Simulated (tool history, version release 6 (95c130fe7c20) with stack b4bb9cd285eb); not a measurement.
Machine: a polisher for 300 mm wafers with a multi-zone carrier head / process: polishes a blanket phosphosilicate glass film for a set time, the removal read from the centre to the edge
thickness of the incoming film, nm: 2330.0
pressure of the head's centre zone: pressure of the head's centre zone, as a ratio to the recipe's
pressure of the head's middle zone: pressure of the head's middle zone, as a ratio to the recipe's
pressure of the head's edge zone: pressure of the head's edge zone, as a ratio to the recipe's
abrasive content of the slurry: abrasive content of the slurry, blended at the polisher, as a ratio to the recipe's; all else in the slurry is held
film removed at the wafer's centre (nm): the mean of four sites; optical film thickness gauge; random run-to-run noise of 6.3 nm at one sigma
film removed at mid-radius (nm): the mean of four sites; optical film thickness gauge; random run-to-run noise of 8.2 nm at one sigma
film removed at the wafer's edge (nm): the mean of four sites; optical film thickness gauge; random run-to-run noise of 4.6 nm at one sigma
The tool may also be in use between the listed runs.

| run | day | flow of slurry (ml/min) | pressure of the head's centre zone | pressure of the head's middle zone | pressure of the head's edge zone | abrasive content of the slurry | polishing time (s) | film removed at the wafer's centre (nm) | film removed at mid-radius (nm) | film removed at the wafer's edge (nm) |
|---|---|---|---|---|---|---|---|---|---|---|
| 1 | 0 | 220 | 1 | 1 | 1 | 1 | 76 | 722.67 | 716.8 | 704.69 |
| 2 | 0.108 | 220 | 1 | 1 | 1.08 | 1 | 76 | 719.13 | 741.53 | 751.88 |
| 3 | 0.342 | 220 | 1 | 0.94 | 1.08 | 1 | 76 | 733.94 | 688.07 | 741.97 |
| 4 | 0.604 | 220 | 0.99 | 0.96 | 1.04 | 1 | 76 | 732.3 | 721.44 | 731.81 |
| 5 | 0.925 | 220 | 0.99 | 0.96 | 1.04 | 0.8 | 76 | 662.54 | 655.46 | 671.06 |
| 6 | 1.208 | 220 | 0.99 | 0.96 | 1.04 | 0.6 | 76 | 595.15 | 571.7 | 598.66 |
| 7 | 1.379 | 230 | 0.99 | 0.99 | 1.03 | 0.6 | 76 | 593.43 | 594.71 | 586.68 |

What does the tool deliver on the next run?
| 8 | 1.508 | 235 | 1 | 1.01 | 1.03 | 0.6 | 76 | ? | ? | ? |

film removed at the wafer's centre (nm): 594.08
film removed at mid-radius (nm): 589.89
film removed at the wafer's edge (nm): 590.57

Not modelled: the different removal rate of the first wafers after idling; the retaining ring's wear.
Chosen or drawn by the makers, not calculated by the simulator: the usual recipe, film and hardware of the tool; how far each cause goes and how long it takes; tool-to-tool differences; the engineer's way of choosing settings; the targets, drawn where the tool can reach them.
